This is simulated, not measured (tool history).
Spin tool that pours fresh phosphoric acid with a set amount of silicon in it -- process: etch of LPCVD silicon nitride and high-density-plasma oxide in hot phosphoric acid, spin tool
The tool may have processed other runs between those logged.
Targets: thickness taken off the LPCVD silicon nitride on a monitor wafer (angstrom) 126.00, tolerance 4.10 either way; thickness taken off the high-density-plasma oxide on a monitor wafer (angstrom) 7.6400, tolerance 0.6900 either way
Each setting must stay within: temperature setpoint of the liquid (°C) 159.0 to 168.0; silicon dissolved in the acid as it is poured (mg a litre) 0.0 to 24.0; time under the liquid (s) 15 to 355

run,hour,temperature setpoint of the liquid (°C),silicon dissolved in the acid as it is poured (mg a litre),time under the liquid (s),thickness taken off the LPCVD silicon nitride on a monitor wafer (angstrom),thickness taken off the high-density-plasma oxide on a monitor wafer (angstrom)
1,0.0,164.0,10.5,180,210.56,11.8580
2,5.1,164.0,10.5,230,266.61,14.4390
3,8.7,163.5,9.0,190,216.90,12.4370
4,12.6,163.0,8.5,160,176.20,10.3110
5,13.8,164.0,8.5,160,184.20,11.0900
6,17.2,163.0,7.5,145,161.60,9.9179
7,21.8,162.0,7.0,140,152.64,8.3947
8,23.9,162.0,5.5,130,141.30,8.2238
9,25.9,161.5,4.0,125,133.41,7.8439
10,31.9,161.5,3.0,125,132.99,8.2086
11,37.5,161.5,2.5,125,131.78,7.6255
12,45.0,161.5,2.0,125,131.55,8.1593
13,48.9,161.5,1.5,125,132.42,8.2819
14,56.4,161.0,1.0,125,129.18,8.0467

Which of these 4 next moves meets every target?
A,63.9,162.0,6.5,125,?,?
B,63.9,162.0,3.5,125,?,?
C,63.9,161.0,2.5,135,?,?
D,63.9,161.0,1.5,120,?,?

move,thickness taken off the LPCVD silicon nitride on a monitor wafer (angstrom),thickness taken off the high-density-plasma oxide on a monitor wafer (angstrom)
A,134.06,7.9312
B,134.06,8.4218
C,140.03,8.6143
D,124.48,7.8030
A: moves away from the targets compared with the last run
B: moves away from the targets compared with the last run
C: moves away from the targets compared with the last run
D: meets every target
D meets every target.

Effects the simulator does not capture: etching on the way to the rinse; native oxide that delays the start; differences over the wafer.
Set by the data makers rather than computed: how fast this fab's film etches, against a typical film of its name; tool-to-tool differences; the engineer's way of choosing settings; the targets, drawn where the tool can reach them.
